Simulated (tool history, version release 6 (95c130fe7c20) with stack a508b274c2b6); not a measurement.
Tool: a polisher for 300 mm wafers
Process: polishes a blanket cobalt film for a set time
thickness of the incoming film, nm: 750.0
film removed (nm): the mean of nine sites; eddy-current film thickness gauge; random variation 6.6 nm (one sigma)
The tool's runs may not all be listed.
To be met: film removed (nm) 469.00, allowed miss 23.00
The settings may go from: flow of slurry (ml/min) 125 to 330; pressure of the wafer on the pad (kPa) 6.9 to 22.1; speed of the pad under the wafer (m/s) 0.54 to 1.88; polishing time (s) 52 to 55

run,hour,flow of slurry (ml/min),pressure of the wafer on the pad (kPa),speed of the pad under the wafer (m/s),polishing time (s),film removed (nm)
1,0.0,210,14.5,1.20,52,301.22
2,1.9,210,16.5,1.22,52,352.40
3,2.9,210,17.9,1.24,52,370.39
4,11.1,210,19.3,1.26,52,406.10
5,15.6,210,20.0,1.26,52,436.48
6,19.0,210,20.0,1.00,52,335.31
7,20.8,210,20.0,1.00,52,334.95
8,27.4,210,20.7,1.08,52,376.73
9,34.9,210,21.4,1.12,52,399.47
10,35.7,210,21.4,1.16,52,414.86
11,38.9,210,21.4,1.20,52,414.86
12,43.5,210,21.4,1.24,52,440.04

5 next moves are on the table. One of them brings every result within its allowed miss. Which?
A,48.1,175,21.4,1.12,53,?
B,48.1,240,22.1,1.18,55,?
C,48.1,195,22.1,1.08,55,?
D,48.1,180,21.4,1.04,55,?
E,48.1,215,22.1,1.16,52,?

move,film removed (nm)
A,397.63
B,460.65
C,414.55
D,385.24
E,424.02
A: further off than the last run
B: meets every target
C: further off than the last run
D: further off than the last run
E: further off than the last run
The right move is B.
